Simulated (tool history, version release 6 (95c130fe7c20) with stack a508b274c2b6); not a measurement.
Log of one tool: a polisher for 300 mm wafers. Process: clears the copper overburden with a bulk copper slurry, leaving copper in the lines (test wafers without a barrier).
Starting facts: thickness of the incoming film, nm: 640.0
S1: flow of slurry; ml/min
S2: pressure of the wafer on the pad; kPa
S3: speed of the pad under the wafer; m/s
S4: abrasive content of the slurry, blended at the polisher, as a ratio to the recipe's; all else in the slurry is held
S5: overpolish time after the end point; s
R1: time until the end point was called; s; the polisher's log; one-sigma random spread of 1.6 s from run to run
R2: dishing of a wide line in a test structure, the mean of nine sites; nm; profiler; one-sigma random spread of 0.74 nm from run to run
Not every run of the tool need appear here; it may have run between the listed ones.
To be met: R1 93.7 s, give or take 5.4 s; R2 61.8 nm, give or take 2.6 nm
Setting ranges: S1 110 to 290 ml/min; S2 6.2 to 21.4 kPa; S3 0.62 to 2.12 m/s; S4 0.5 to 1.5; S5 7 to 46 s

run 1 hour=0 | S1=185 S2=13.8 S3=1.36 S4=1 S5=24 | R1=73.942 R2=95.076
run 2 hour=8 | S1=185 S2=13.1 S3=1.36 S4=1 S5=23 | R1=75.973 R2=91.282
run 3 hour=13.5 | S1=185 S2=14.5 S3=1.36 S4=1 S5=23 | R1=67.769 R2=96.991
run 4 hour=16.2 | S1=185 S2=14.5 S3=1.36 S4=1 S5=14 | R1=66.657 R2=74.583
run 5 hour=23.8 | S1=185 S2=14.5 S3=1.36 S4=1 S5=7 | R1=67.698 R2=44.698
run 6 hour=29.6 | S1=215 S2=14.5 S3=1.36 S4=1 S5=7 | R1=68.517 R2=45.157
run 7 hour=35.1 | S1=210 S2=14.5 S3=1.34 S4=1 S5=8 | R1=65.923 R2=49.519
run 8 hour=43.2 | S1=205 S2=14.5 S3=1.32 S4=1 S5=9 | R1=67.672 R2=53.27
run 9 hour=44.2 | S1=165 S2=11.7 S3=1.1 S4=1 S5=20 | R1=104.34 R2=67.718
run 10 hour=50.6 | S1=170 S2=11.7 S3=1.1 S4=1 S5=20 | R1=103.01 R2=67.724
run 11 hour=56.5 | S1=175 S2=11.7 S3=1.1 S4=1 S5=20 | R1=103.22 R2=69.18
run 12 hour=61.4 | S1=180 S2=11.7 S3=1.14 S4=1 S5=18 | R1=99.269 R2=65.788
run 13 hour=64.3 | S1=180 S2=12.4 S3=1.14 S4=1 S5=17 | R1=95.197 R2=66.902
run 14 hour=73.1 | S1=180 S2=12.4 S3=1.18 S4=1 S5=16 | R1=92.135 R2=65.612
run 15 hour=80.7 | S1=190 S2=12.4 S3=1.18 S4=1 S5=16 | R1=89.594 R2=66.502
run 16 hour=85.6 | S1=175 S2=12.4 S3=1.18 S4=1 S5=16 | R1=87.157 R2=65.29
run 17 hour=87.9 | S1=190 S2=12.4 S3=1.18 S4=1 S5=16 | R1=92.268 R2=65.775
run 18 hour=95.9 | S1=180 S2=12.4 S3=1.18 S4=1 S5=16 | R1=91.367 R2=64.845

5 candidate next runs follow, results not yet known. Just one meets every target within its allowed miss. Identify it.
run A hour=103.9 | S1=135 S2=11 S3=1.28 S4=1.15 S5=16 | R1=? R2=?
run B hour=103.9 | S1=195 S2=13.1 S3=1.12 S4=1.05 S5=17 | R1=? R2=?
run C hour=103.9 | S1=225 S2=11 S3=1.1 S4=1.2 S5=20 | R1=? R2=?
run D hour=103.9 | S1=210 S2=17.2 S3=0.86 S4=0.8 S5=16 | R1=? R2=?
run E hour=103.9 | S1=125 S2=13.1 S3=1.14 S4=1.15 S5=18 | R1=? R2=?

move=A R1=94.961 R2=60.188
move=B R1=88.091 R2=67.419
move=C R1=101.1 R2=66.692
move=D R1=90.959 R2=65.59
move=E R1=91.272 R2=68.363
A: all results land within tolerance of their targets
B: the biggest miss grows against the last run
C: the biggest miss grows against the last run
D: the biggest miss grows against the last run
E: the biggest miss grows against the last run
The right move is A.

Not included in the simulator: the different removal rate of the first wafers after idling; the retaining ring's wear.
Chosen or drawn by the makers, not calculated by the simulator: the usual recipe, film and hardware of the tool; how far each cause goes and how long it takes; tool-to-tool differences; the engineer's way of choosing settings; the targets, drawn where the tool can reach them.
